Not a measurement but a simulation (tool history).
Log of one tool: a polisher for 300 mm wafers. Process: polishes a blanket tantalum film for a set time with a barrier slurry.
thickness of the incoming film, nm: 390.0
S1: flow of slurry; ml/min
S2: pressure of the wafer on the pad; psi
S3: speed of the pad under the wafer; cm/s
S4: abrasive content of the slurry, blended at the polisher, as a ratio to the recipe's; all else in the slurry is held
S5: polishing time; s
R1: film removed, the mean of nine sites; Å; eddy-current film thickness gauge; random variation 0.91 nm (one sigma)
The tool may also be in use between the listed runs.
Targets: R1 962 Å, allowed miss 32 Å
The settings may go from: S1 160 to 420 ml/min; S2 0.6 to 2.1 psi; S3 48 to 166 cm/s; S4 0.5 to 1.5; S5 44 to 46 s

{"run": 1, "hour": 0.0, "S1": 270, "S2": 1.3, "S3": 106, "S4": 1, "S5": 44, "R1": 529.35}
{"run": 2, "hour": 5.5, "S1": 310, "S2": 1.3, "S3": 106, "S4": 1, "S5": 44, "R1": 540.02}
{"run": 3, "hour": 14.3, "S1": 310, "S2": 1.3, "S3": 106, "S4": 1.15, "S5": 44, "R1": 560.75}
{"run": 4, "hour": 19.5, "S1": 310, "S2": 1.3, "S3": 86, "S4": 1.15, "S5": 44, "R1": 468.03}
{"run": 5, "hour": 21.9, "S1": 355, "S2": 1.3, "S3": 86, "S4": 1.15, "S5": 44, "R1": 470.34}
{"run": 6, "hour": 24.6, "S1": 355, "S2": 1.4, "S3": 88, "S4": 1.15, "S5": 44, "R1": 521.57}
{"run": 7, "hour": 33.5, "S1": 355, "S2": 1.5, "S3": 88, "S4": 1.15, "S5": 44, "R1": 557.3}
{"run": 8, "hour": 41.9, "S1": 355, "S2": 1.9, "S3": 102, "S4": 1.15, "S5": 44, "R1": 789.6}
{"run": 9, "hour": 46.0, "S1": 355, "S2": 1.9, "S3": 104, "S4": 1.15, "S5": 44, "R1": 817.77}
{"run": 10, "hour": 46.8, "S1": 355, "S2": 1.9, "S3": 104, "S4": 1.15, "S5": 44, "R1": 817.47}
{"run": 11, "hour": 54.0, "S1": 355, "S2": 2.1, "S3": 104, "S4": 1.15, "S5": 44, "R1": 909.68}

Which of these 5 next moves meets every target?
{"run": "A", "hour": 61.2, "S1": 365, "S2": 2, "S3": 96, "S4": 1.15, "S5": 46, "R1": "?"}
{"run": "B", "hour": 61.2, "S1": 420, "S2": 2.1, "S3": 120, "S4": 1, "S5": 46, "R1": "?"}
{"run": "C", "hour": 61.2, "S1": 370, "S2": 1.9, "S3": 122, "S4": 1.2, "S5": 44, "R1": "?"}
{"run": "D", "hour": 61.2, "S1": 335, "S2": 2.1, "S3": 102, "S4": 1.2, "S5": 44, "R1": "?"}
{"run": "E", "hour": 61.2, "S1": 330, "S2": 2.1, "S3": 118, "S4": 1.1, "S5": 46, "R1": "?"}

move=A R1=835.08
move=B R1=1046.7
move=C R1=973.3
move=D R1=892.93
move=E R1=1042.6
A: further off than the last run
B: takes the result that was furthest off past its target
C: meets every target
D: further off than the last run
E: takes the result that was furthest off past its target
The right move is C.

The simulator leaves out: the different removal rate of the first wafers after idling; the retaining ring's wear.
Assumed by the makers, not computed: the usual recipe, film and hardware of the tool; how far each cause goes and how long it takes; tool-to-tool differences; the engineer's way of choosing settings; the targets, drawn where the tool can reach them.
